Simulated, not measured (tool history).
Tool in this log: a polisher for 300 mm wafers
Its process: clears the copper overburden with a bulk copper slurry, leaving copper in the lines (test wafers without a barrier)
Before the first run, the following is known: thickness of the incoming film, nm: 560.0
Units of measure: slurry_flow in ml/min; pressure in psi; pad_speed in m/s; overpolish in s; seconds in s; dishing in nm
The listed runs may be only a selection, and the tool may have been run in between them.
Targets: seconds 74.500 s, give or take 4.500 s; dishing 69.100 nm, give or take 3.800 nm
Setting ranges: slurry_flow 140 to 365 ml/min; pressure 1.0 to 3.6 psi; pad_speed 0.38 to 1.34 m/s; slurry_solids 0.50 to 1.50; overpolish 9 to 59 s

run    day  slurry_flow  pressure  pad_speed  slurry_solids  overpolish  seconds  dishing
  1  0.000          235       2.3       0.86           1.00          30   95.241   77.588
  2  0.158          235       2.6       0.86           1.00          30   85.990   85.140
  3  0.462          235       2.6       0.88           1.00          26   83.305   81.471
  4  0.638          235       2.6       0.90           1.00          23   81.182   76.284
  5  0.812          235       2.6       0.90           1.00          21   82.639   72.286
  6  0.967          235       2.6       0.90           1.00          20   80.144   70.997
  7  1.238          235       2.6       0.90           1.00          19   81.452   69.379
  8  1.600          235       2.6       0.90           1.00          18   78.830   63.123

5 candidate next runs follow, results not yet known. Just one meets every target within its allowed miss. Identify it.
  A  1.962          235       2.5       1.00           1.00          18        ?        ?
  B  1.962          255       2.0       1.02           1.10          21        ?        ?
  C  1.962          155       2.8       0.82           1.25          19        ?        ?
  D  1.962          250       2.8       0.94           1.00          14        ?        ?
  E  1.962          225       2.8       0.82           1.05          19        ?        ?

move  seconds  dishing
   A   75.866   67.017
   B   85.430   66.468
   C   85.868   65.020
   D   73.207   59.016
   E   83.819   66.032
A: hits every target within its allowed miss
B: gets the furthest-off result to its target, but another result is out of tolerance
C: further off than the last run
D: further off than the last run
E: gets the furthest-off result to its target, but another result is out of tolerance
Move A is the one to make.

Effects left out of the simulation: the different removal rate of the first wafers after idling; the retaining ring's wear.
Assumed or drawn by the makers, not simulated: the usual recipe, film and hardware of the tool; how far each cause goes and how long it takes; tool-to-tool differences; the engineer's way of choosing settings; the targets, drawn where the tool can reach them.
